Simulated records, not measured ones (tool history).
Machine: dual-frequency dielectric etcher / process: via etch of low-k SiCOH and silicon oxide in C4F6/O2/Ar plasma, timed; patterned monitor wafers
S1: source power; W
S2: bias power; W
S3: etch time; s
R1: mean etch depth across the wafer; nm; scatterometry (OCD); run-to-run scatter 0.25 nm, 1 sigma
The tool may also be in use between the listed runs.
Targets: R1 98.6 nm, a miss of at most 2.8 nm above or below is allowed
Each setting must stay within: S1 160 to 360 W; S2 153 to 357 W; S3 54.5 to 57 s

{"run": 1, "hour": 0.0, "S1": 260, "S2": 255, "S3": 54.5, "R1": 134.96}
{"run": 2, "hour": 6.2, "S1": 260, "S2": 255, "S3": 54.5, "R1": 135.05}
{"run": 3, "hour": 11.1, "S1": 230, "S2": 222, "S3": 54.5, "R1": 119.32}
{"run": 4, "hour": 15.0, "S1": 230, "S2": 222, "S3": 54.5, "R1": 119.63}
{"run": 5, "hour": 20.8, "S1": 230, "S2": 222, "S3": 54.5, "R1": 119.76}
{"run": 6, "hour": 22.7, "S1": 210, "S2": 209, "S3": 54.5, "R1": 111.35}
{"run": 7, "hour": 24.0, "S1": 200, "S2": 204, "S3": 54.5, "R1": 107.41}
{"run": 8, "hour": 26.9, "S1": 190, "S2": 202, "S3": 54.5, "R1": 104.18}

Exercise: of the 4 proposed moves below, exactly one satisfies all targets within the stated allowed misses. Which move is it?
{"run": "A", "hour": 29.8, "S1": 190, "S2": 214, "S3": 54.5, "R1": "?"}
{"run": "B", "hour": 29.8, "S1": 160, "S2": 188, "S3": 56.5, "R1": "?"}
{"run": "C", "hour": 29.8, "S1": 210, "S2": 184, "S3": 54.5, "R1": "?"}
{"run": "D", "hour": 29.8, "S1": 180, "S2": 186, "S3": 55, "R1": "?"}

move=A R1=106.18
move=B R1=94.366
move=C R1=105.7
move=D R1=98.23
A: misses by more than the last run did
B: takes the result that was furthest off past its target
C: misses by more than the last run did
D: all results land within tolerance of their targets
Go with D: it meets all targets.
